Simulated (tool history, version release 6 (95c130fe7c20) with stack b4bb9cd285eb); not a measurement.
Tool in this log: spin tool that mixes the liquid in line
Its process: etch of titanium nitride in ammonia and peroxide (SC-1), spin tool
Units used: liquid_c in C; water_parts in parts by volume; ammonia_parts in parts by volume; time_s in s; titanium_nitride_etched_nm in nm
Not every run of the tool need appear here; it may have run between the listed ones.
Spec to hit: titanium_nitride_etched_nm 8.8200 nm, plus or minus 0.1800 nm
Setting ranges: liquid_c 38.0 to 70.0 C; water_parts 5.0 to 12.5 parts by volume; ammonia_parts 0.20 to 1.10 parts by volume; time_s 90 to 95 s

Run 1, hour 0.0: liquid_c 54.0 C, water_parts 7.0 parts by volume, ammonia_parts 0.60 parts by volume, time_s 90 s. Result: titanium_nitride_etched_nm 12.4720 nm.
Run 2, hour 3.2: liquid_c 53.0 C, water_parts 7.0 parts by volume, ammonia_parts 0.60 parts by volume, time_s 90 s. Result: titanium_nitride_etched_nm 11.5350 nm.
Run 3, hour 5.8: liquid_c 52.5 C, water_parts 7.0 parts by volume, ammonia_parts 0.60 parts by volume, time_s 90 s. Result: titanium_nitride_etched_nm 11.2200 nm.
Run 4, hour 9.9: liquid_c 55.5 C, water_parts 7.0 parts by volume, ammonia_parts 0.60 parts by volume, time_s 90 s. Result: titanium_nitride_etched_nm 13.7770 nm.
Run 5, hour 12.5: liquid_c 54.5 C, water_parts 7.0 parts by volume, ammonia_parts 0.60 parts by volume, time_s 90 s. Result: titanium_nitride_etched_nm 12.7950 nm.
Run 6, hour 14.3: liquid_c 51.0 C, water_parts 7.0 parts by volume, ammonia_parts 0.60 parts by volume, time_s 90 s. Result: titanium_nitride_etched_nm 10.0530 nm.
Run 7, hour 16.5: liquid_c 50.5 C, water_parts 7.0 parts by volume, ammonia_parts 0.60 parts by volume, time_s 90 s. Result: titanium_nitride_etched_nm 9.7409 nm.
Run 8, hour 20.0: liquid_c 49.5 C, water_parts 7.0 parts by volume, ammonia_parts 0.60 parts by volume, time_s 90 s. Result: titanium_nitride_etched_nm 9.1417 nm.

4 candidate next runs follow, results not yet known. Just one meets every target within its allowed miss. Identify it.
Run A, hour 23.5: liquid_c 51.5 C, water_parts 10.0 parts by volume, ammonia_parts 0.45 parts by volume, time_s 95 s. Result: titanium_nitride_etched_nm ?.
Run B, hour 23.5: liquid_c 50.5 C, water_parts 7.0 parts by volume, ammonia_parts 0.55 parts by volume, time_s 90 s. Result: titanium_nitride_etched_nm ?.
Run C, hour 23.5: liquid_c 48.0 C, water_parts 5.5 parts by volume, ammonia_parts 0.65 parts by volume, time_s 90 s. Result: titanium_nitride_etched_nm ?.
Run D, hour 23.5: liquid_c 51.5 C, water_parts 8.5 parts by volume, ammonia_parts 0.60 parts by volume, time_s 90 s. Result: titanium_nitride_etched_nm ?.

move  titanium_nitride_etched_nm
   A                      8.7790
   B                      9.6255
   C                      9.3009
   D                      9.4982
A: each result inside its tolerance
B: the biggest miss grows against the last run
C: the biggest miss grows against the last run
D: the biggest miss grows against the last run
A is the move that brings every result within its allowed miss.

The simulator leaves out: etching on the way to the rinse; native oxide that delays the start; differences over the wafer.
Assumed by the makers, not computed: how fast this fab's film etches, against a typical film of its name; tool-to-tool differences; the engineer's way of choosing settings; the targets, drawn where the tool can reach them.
